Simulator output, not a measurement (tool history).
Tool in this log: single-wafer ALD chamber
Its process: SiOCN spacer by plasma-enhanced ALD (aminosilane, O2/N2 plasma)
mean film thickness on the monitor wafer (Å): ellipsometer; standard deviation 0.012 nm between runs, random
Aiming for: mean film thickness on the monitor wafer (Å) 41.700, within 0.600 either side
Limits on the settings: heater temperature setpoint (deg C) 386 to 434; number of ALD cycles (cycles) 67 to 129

run  hour  heater temperature setpoint (deg C)  number of ALD cycles (cycles)  mean film thickness on the monitor wafer (Å)
  1   0.0                                  410                             98                                        55.403
  2   5.2                                  410                             86                                        48.495
  3   5.9                                  413                             84                                        46.849
  4   6.6                                  413                             78                                        43.649
  5  12.2                                  415                             78                                        43.215
  6  15.5                                  415                             92                                        51.071
  7  20.7                                  427                             76                                        40.980
  8  27.9                                  427                             76                                        40.848
  9  35.9                                  426                             76                                        40.834

Exercise: of the 4 proposed moves below, exactly one satisfies all targets within the stated allowed misses. Which move is it?
  A  43.9                                  431                             76                                             ?
  B  43.9                                  431                             78                                             ?
  C  43.9                                  413                             72                                             ?
  D  43.9                                  426                             80                                             ?

move  mean film thickness on the monitor wafer (Å)
   A                                        40.593
   B                                        41.661
   C                                        40.471
   D                                        43.351
A: further off than the last run
B: all results in spec
C: further off than the last run
D: takes the biggest miss from the last run beyond its target
Correct choice: B, which meets every target

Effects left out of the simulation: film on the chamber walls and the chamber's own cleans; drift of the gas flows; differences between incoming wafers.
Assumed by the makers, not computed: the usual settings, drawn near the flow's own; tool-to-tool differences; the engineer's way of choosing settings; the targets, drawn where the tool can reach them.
